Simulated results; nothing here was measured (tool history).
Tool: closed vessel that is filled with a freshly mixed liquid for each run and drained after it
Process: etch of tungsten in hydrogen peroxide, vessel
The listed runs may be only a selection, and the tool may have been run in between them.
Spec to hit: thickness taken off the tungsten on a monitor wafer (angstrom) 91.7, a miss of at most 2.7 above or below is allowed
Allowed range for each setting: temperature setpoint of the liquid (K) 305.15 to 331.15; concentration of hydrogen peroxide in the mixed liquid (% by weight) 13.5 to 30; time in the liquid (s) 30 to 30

| run | hour | temperature setpoint of the liquid (K) | concentration of hydrogen peroxide in the mixed liquid (% by weight) | time in the liquid (s) | thickness taken off the tungsten on a monitor wafer (angstrom) |
|---|---|---|---|---|---|
| 1 | 0 | 315.15 | 25.5 | 30 | 168.26 |
| 2 | 8.4 | 312.15 | 25.5 | 30 | 143.97 |
| 3 | 14.4 | 312.15 | 25.5 | 30 | 140.2 |
| 4 | 15.4 | 312.15 | 25.5 | 30 | 143.97 |
| 5 | 22.2 | 318.65 | 25.5 | 30 | 213.21 |
| 6 | 24.9 | 314.15 | 25.5 | 30 | 161.88 |
| 7 | 31.2 | 311.15 | 25 | 30 | 130.46 |
| 8 | 39.1 | 309.15 | 25 | 30 | 112.58 |
| 9 | 40.4 | 308.15 | 25 | 30 | 108.06 |
| 10 | 43.5 | 307.15 | 25 | 30 | 99.437 |

Next run, 4 choices. One meets every target within its allowed miss, the rest don't. Which?
| A | 46.6 | 306.15 | 21 | 30 | ? |
| B | 46.6 | 305.65 | 23.5 | 30 | ? |
| C | 46.6 | 309.65 | 15 | 30 | ? |
| D | 46.6 | 305.15 | 24.5 | 30 | ? |

| move | thickness taken off the tungsten on a monitor wafer (angstrom) |
|---|---|
| A | 86.622 |
| B | 88.561 |
| C | 92.662 |
| D | 87.384 |
A: moves the result that the last run missed by most past its target, out the other side
B: moves the result that the last run missed by most past its target, out the other side
C: every result within its allowed miss
D: moves the result that the last run missed by most past its target, out the other side
C meets every target.
